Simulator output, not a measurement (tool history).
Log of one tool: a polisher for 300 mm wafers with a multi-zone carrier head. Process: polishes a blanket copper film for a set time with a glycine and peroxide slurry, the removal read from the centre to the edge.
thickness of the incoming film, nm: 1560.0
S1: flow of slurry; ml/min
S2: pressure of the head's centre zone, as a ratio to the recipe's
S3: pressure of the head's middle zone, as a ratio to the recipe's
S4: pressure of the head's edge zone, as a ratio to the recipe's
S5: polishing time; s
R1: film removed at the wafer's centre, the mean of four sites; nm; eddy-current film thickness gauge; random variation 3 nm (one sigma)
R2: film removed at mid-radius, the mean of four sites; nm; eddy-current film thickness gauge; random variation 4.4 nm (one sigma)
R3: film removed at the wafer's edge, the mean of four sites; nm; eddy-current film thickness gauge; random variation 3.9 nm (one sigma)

run  hour   S1    S2    S3    S4   S5      R1      R2      R3
  1   0.0  225  1.00  1.00  1.00   89  284.10  281.36  273.36
  2   8.8  230  0.99  1.01  1.02   92  290.47  297.48  290.26
  3  16.3  230  0.99  1.01  1.02  112  352.20  352.28  344.66
  4  22.4  230  0.98  1.02  1.03  112  347.97  351.88  348.39
  5  23.4  230  0.97  1.03  1.04  112  349.67  355.45  358.06
  6  31.6  175  0.97  1.03  1.04  112  329.72  338.99  339.41
  7  39.5  180  0.96  1.04  1.05  112  327.88  349.15  342.06
  8  46.6  185  0.95  1.05  1.06  112  327.42  351.06  353.81
  9  51.8  190  0.95  1.06  1.06  112  330.41  356.92  352.05

The next listed run, before its measurement:
 10  59.6  190  0.94  1.07  1.07  112   ?   ?   ?

{"run 10": {"R1": 325.68, "R2": 360.2, "R3": 353.56}}
